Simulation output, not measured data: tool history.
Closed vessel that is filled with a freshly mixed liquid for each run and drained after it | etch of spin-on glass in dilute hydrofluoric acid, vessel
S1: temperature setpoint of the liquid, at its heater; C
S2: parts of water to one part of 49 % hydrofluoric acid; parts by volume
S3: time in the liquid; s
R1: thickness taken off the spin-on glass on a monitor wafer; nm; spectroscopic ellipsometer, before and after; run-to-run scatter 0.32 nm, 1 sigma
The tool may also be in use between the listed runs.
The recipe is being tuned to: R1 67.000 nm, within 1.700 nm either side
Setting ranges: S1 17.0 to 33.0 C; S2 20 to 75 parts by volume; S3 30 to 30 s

run 1 hour=0.0 | S1=25.0 S2=45 S3=30 | R1=32.556
run 2 hour=2.5 | S1=25.0 S2=45 S3=30 | R1=32.467
run 3 hour=9.2 | S1=25.0 S2=45 S3=30 | R1=32.456
run 4 hour=12.1 | S1=25.0 S2=55 S3=30 | R1=26.265
run 5 hour=15.7 | S1=26.0 S2=50 S3=30 | R1=30.070
run 6 hour=23.2 | S1=26.0 S2=55 S3=30 | R1=27.087
run 7 hour=27.1 | S1=27.0 S2=50 S3=30 | R1=31.339
run 8 hour=34.0 | S1=27.5 S2=45 S3=30 | R1=35.733
-- hour=42.2 hydrofluoric acid flow meter replaced
run 9 hour=42.2 | S1=28.0 S2=45 S3=30 | R1=39.935
run 10 hour=47.5 | S1=32.0 S2=35 S3=30 | R1=61.483
run 11 hour=48.4 | S1=32.5 S2=35 S3=30 | R1=62.315
run 12 hour=50.8 | S1=33.0 S2=35 S3=30 | R1=63.860
run 13 hour=58.4 | S1=32.5 S2=35 S3=30 | R1=62.585
run 14 hour=67.5 | S1=33.0 S2=35 S3=30 | R1=63.562
run 15 hour=75.8 | S1=33.0 S2=30 S3=30 | R1=75.829
run 16 hour=83.3 | S1=32.5 S2=30 S3=30 | R1=73.895

Of the 4 settings listed for the next run, only one would bring every result within its allowed miss of target. Which one?
run A hour=90.8 | S1=32.0 S2=35 S3=30 | R1=?
run B hour=90.8 | S1=32.5 S2=35 S3=30 | R1=?
run C hour=90.8 | S1=30.0 S2=30 S3=30 | R1=?
run D hour=90.8 | S1=33.0 S2=35 S3=30 | R1=?

move=A R1=61.142
move=B R1=62.350
move=C R1=66.432
move=D R1=63.578
A: carries the result that was furthest off beyond its target, to the other side
B: carries the result that was furthest off beyond its target, to the other side
C: all results in spec
D: carries the result that was furthest off beyond its target, to the other side
C meets every target.
